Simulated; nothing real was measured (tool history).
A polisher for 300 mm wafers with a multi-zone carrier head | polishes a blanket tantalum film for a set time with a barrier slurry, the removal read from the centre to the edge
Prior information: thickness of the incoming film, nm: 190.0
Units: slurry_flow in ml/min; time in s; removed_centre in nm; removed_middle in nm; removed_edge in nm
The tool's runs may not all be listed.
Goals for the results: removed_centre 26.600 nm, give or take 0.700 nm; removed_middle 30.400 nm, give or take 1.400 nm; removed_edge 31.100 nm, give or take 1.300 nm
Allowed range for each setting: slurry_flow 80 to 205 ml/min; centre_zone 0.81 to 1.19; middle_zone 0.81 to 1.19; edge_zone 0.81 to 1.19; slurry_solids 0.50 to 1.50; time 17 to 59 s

{"run": 1, "hour": 0.0, "slurry_flow": 135, "centre_zone": 1.0, "middle_zone": 1.0, "edge_zone": 1.0, "slurry_solids": 1.0, "time": 38, "removed_centre": 60.136, "removed_middle": 57.332, "removed_edge": 60.514}
{"run": 2, "hour": 6.6, "slurry_flow": 125, "centre_zone": 0.96, "middle_zone": 1.0, "edge_zone": 0.97, "slurry_solids": 0.9, "time": 34, "removed_centre": 47.891, "removed_middle": 47.881, "removed_edge": 51.065}
{"run": 3, "hour": 10.8, "slurry_flow": 125, "centre_zone": 0.96, "middle_zone": 0.94, "edge_zone": 0.97, "slurry_solids": 0.9, "time": 34, "removed_centre": 47.725, "removed_middle": 44.99, "removed_edge": 49.01}
{"run": 4, "hour": 16.5, "slurry_flow": 125, "centre_zone": 0.96, "middle_zone": 0.94, "edge_zone": 0.97, "slurry_solids": 0.9, "time": 25, "removed_centre": 35.111, "removed_middle": 33.667, "removed_edge": 36.655}
{"run": 5, "hour": 24.1, "slurry_flow": 120, "centre_zone": 0.93, "middle_zone": 0.94, "edge_zone": 0.94, "slurry_solids": 0.85, "time": 25, "removed_centre": 33.259, "removed_middle": 32.36, "removed_edge": 34.766}
{"run": 6, "hour": 27.5, "slurry_flow": 120, "centre_zone": 0.9, "middle_zone": 0.94, "edge_zone": 0.94, "slurry_solids": 0.85, "time": 25, "removed_centre": 31.792, "removed_middle": 32.146, "removed_edge": 35.409}
{"run": 7, "hour": 33.8, "slurry_flow": 115, "centre_zone": 0.88, "middle_zone": 0.95, "edge_zone": 0.91, "slurry_solids": 0.8, "time": 25, "removed_centre": 29.196, "removed_middle": 31.456, "removed_edge": 32.855}
{"run": 8, "hour": 38.1, "slurry_flow": 110, "centre_zone": 0.88, "middle_zone": 0.95, "edge_zone": 0.91, "slurry_solids": 0.8, "time": 25, "removed_centre": 29.344, "removed_middle": 31.081, "removed_edge": 32.928}
{"run": 9, "hour": 45.6, "slurry_flow": 105, "centre_zone": 0.87, "middle_zone": 0.96, "edge_zone": 0.9, "slurry_solids": 0.8, "time": 25, "removed_centre": 28.261, "removed_middle": 30.21, "removed_edge": 31.8}
{"run": 10, "hour": 48.7, "slurry_flow": 100, "centre_zone": 0.86, "middle_zone": 0.97, "edge_zone": 0.9, "slurry_solids": 0.8, "time": 25, "removed_centre": 27.609, "removed_middle": 30.971, "removed_edge": 31.789}

5 next moves are on the table. One of them brings every result within its allowed miss. Which?
{"run": "A", "hour": 51.8, "slurry_flow": 125, "centre_zone": 0.87, "middle_zone": 1.03, "edge_zone": 0.9, "slurry_solids": 0.65, "time": 27, "removed_centre": "?", "removed_middle": "?", "removed_edge": "?"}
{"run": "B", "hour": 51.8, "slurry_flow": 120, "centre_zone": 0.88, "middle_zone": 0.97, "edge_zone": 0.91, "slurry_solids": 0.7, "time": 26, "removed_centre": "?", "removed_middle": "?", "removed_edge": "?"}
{"run": "C", "hour": 51.8, "slurry_flow": 100, "centre_zone": 0.81, "middle_zone": 0.98, "edge_zone": 0.96, "slurry_solids": 0.7, "time": 28, "removed_centre": "?", "removed_middle": "?", "removed_edge": "?"}
{"run": "D", "hour": 51.8, "slurry_flow": 100, "centre_zone": 0.85, "middle_zone": 0.99, "edge_zone": 0.89, "slurry_solids": 0.65, "time": 28, "removed_centre": "?", "removed_middle": "?", "removed_edge": "?"}
{"run": "E", "hour": 51.8, "slurry_flow": 80, "centre_zone": 0.86, "middle_zone": 1.18, "edge_zone": 0.86, "slurry_solids": 0.75, "time": 27, "removed_centre": "?", "removed_middle": "?", "removed_edge": "?"}

move=A removed_centre=28.477 removed_middle=32.464 removed_edge=31.306
move=B removed_centre=28.976 removed_middle=31.129 removed_edge=31.827
move=C removed_centre=27.023 removed_middle=32.039 removed_edge=33.771
move=D removed_centre=26.787 removed_middle=30.537 removed_edge=30.928
move=E removed_centre=26.258 removed_middle=34.761 removed_edge=30.759
A: the biggest miss grows against the last run
B: the biggest miss grows against the last run
C: the worst result of the last run now meets its target, but another is out of spec
D: meets every target
E: the worst result of the last run now meets its target, but another is out of spec
Go with D: it meets all targets.

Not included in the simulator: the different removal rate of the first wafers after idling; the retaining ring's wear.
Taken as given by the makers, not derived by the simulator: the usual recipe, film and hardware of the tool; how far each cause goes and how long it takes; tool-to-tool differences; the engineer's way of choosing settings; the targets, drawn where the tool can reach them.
